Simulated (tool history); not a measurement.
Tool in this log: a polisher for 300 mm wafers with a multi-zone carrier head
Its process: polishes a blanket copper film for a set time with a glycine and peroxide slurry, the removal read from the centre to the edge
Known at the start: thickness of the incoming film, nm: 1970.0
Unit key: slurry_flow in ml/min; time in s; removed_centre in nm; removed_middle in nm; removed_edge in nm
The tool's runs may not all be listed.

Run 1, hour 0.0: slurry_flow 175 ml/min, centre_zone 1.00, middle_zone 1.00, edge_zone 1.00, time 59 s. Result: removed_centre 228.19 nm, removed_middle 226.23 nm, removed_edge 233.73 nm.
Run 2, hour 1.6: slurry_flow 175 ml/min, centre_zone 1.00, middle_zone 1.05, edge_zone 1.00, time 59 s. Result: removed_centre 229.29 nm, removed_middle 239.78 nm, removed_edge 233.50 nm.
Run 3, hour 10.4: slurry_flow 175 ml/min, centre_zone 1.00, middle_zone 1.05, edge_zone 1.00, time 51 s. Result: removed_centre 196.37 nm, removed_middle 206.17 nm, removed_edge 199.20 nm.
Run 4, hour 18.2: slurry_flow 165 ml/min, centre_zone 0.96, middle_zone 1.01, edge_zone 0.99, time 49 s. Result: removed_centre 179.39 nm, removed_middle 185.27 nm, removed_edge 193.02 nm.
Run 5, hour 20.8: slurry_flow 160 ml/min, centre_zone 0.93, middle_zone 0.99, edge_zone 0.97, time 48 s. Result: removed_centre 173.25 nm, removed_middle 182.66 nm, removed_edge 186.84 nm.
Run 6, hour 24.0: slurry_flow 155 ml/min, centre_zone 0.91, middle_zone 0.97, edge_zone 0.98, time 47 s. Result: removed_centre 164.26 nm, removed_middle 167.43 nm, removed_edge 180.04 nm.
Run 7, hour 31.3: slurry_flow 145 ml/min, centre_zone 0.89, middle_zone 0.97, edge_zone 0.99, time 47 s. Result: removed_centre 158.29 nm, removed_middle 171.24 nm, removed_edge 183.38 nm.

Expected results for the next run?
Run 8, hour 37.0: slurry_flow 140 ml/min, centre_zone 0.88, middle_zone 0.95, edge_zone 0.99, time 47 s. Result: removed_centre ?, removed_middle ?, removed_edge ?.

Run 8 gave removed_centre 153.02 nm, removed_middle 167.89 nm, removed_edge 182.93 nm.
